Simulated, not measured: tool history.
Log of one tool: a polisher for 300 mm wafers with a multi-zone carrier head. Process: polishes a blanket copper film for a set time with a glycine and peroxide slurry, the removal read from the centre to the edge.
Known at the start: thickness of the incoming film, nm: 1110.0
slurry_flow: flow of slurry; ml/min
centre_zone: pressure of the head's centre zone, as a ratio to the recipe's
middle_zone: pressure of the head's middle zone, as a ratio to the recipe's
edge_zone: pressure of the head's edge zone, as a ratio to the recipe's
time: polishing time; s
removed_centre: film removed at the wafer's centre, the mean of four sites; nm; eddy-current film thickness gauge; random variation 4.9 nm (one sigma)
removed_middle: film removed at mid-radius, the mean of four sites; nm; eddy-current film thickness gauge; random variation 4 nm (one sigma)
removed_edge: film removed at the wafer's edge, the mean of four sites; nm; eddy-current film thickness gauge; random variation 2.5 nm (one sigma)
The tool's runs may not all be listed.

run 1 hour=0.0 | slurry_flow=150 centre_zone=1.00 middle_zone=1.00 edge_zone=1.00 time=57 | removed_centre=324.46 removed_middle=322.98 removed_edge=324.13
run 2 hour=1.0 | slurry_flow=150 centre_zone=1.00 middle_zone=1.06 edge_zone=1.00 time=57 | removed_centre=313.99 removed_middle=343.95 removed_edge=324.30
run 3 hour=2.9 | slurry_flow=150 centre_zone=1.04 middle_zone=1.06 edge_zone=1.00 time=57 | removed_centre=337.82 removed_middle=340.35 removed_edge=325.55
run 4 hour=8.2 | slurry_flow=150 centre_zone=1.04 middle_zone=1.06 edge_zone=0.95 time=57 | removed_centre=338.00 removed_middle=331.68 removed_edge=315.32
run 5 hour=10.8 | slurry_flow=150 centre_zone=1.04 middle_zone=1.06 edge_zone=0.95 time=66 | removed_centre=394.41 removed_middle=387.67 removed_edge=368.04
run 6 hour=14.3 | slurry_flow=150 centre_zone=1.04 middle_zone=1.10 edge_zone=0.95 time=66 | removed_centre=385.35 removed_middle=407.41 removed_edge=366.77

Forecast run 7:
run 7 hour=18.6 | slurry_flow=145 centre_zone=1.03 middle_zone=1.10 edge_zone=0.95 time=66 | removed_centre=? removed_middle=? removed_edge=?

Run 7 gave removed_centre 383.20 nm, removed_middle 406.08 nm, removed_edge 367.74 nm.
